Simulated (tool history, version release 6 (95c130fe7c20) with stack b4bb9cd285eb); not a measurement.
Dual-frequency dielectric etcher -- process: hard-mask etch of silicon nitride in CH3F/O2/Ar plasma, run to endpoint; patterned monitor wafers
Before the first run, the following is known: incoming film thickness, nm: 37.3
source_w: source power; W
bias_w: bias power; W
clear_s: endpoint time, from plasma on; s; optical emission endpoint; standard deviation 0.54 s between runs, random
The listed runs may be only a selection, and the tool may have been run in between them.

run	hour	source_w	bias_w	clear_s
1	0	420	60	55.077
2	0.9	460	60	53.132
3	7.9	440	59	54.491
4	10.8	420	58	55.113
5	12.9	400	56	56.843
6	14.7	390	55	58.722
7	23.2	380	55	58.432
8	23.8	380	55	58.688

Forecast run 9:
9	26.7	370	54	?

{"run 9": {"clear_s": 60.664}}
